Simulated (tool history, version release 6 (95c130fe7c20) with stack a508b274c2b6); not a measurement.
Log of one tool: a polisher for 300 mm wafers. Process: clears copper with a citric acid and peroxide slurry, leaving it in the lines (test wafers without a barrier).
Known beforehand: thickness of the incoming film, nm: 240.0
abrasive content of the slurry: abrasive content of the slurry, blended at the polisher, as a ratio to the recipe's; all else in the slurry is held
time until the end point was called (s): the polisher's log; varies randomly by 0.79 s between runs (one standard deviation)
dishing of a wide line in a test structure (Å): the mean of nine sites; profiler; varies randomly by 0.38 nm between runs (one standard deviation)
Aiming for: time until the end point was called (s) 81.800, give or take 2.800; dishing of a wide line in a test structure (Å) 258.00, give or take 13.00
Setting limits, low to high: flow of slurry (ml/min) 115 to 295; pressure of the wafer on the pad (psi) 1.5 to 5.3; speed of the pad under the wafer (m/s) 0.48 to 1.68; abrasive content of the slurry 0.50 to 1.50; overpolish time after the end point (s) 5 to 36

run  hour  flow of slurry (ml/min)  pressure of the wafer on the pad (psi)  speed of the pad under the wafer (m/s)  abrasive content of the slurry  overpolish time after the end point (s)  time until the end point was called (s)  dishing of a wide line in a test structure (Å)
  1   0.0                      190                                     3.4                                    1.08                            1.00                                       18                                   74.025                                          355.01
  2   8.5                      190                                     3.1                                    1.08                            1.00                                       18                                   81.021                                          314.29
  3  11.5                      220                                     3.1                                    1.08                            1.00                                       18                                   79.047                                          337.80
  4  15.6                      215                                     3.1                                    1.08                            1.00                                       18                                   80.621                                          325.35
  5  24.0                      190                                     3.1                                    1.08                            1.00                                       18                                   81.179                                          322.58
  6  27.0                      190                                     3.1                                    1.08                            0.85                                       18                                   85.126                                          311.29
  7  33.0                      185                                     3.1                                    1.08                            0.85                                       15                                   84.986                                          271.22
  8  34.7                      190                                     3.1                                    1.08                            0.85                                       14                                   84.291                                          253.63
  9  41.5                      195                                     3.1                                    1.08                            0.85                                       14                                   84.719                                          251.96

Of the 4 settings listed for the next run, only one would bring every result within its allowed miss of target. Which one?
  A  48.3                      245                                     2.6                                    1.16                            1.00                                       15                                        ?                                               ?
  B  48.3                      215                                     2.2                                    1.40                            1.05                                       13                                        ?                                               ?
  C  48.3                      175                                     3.2                                    1.10                            0.85                                       14                                        ?                                               ?
  D  48.3                      175                                     3.2                                    1.00                            0.90                                       15                                        ?                                               ?

move  time until the end point was called (s)  dishing of a wide line in a test structure (Å)
   A                                   88.178                                          255.32
   B                                   86.258                                          228.06
   C                                   83.378                                          254.76
   D                                   89.735                                          253.82
A: the biggest miss grows against the last run
B: the biggest miss grows against the last run
C: each result inside its tolerance
D: the biggest miss grows against the last run
C is the move that brings every result within its allowed miss.
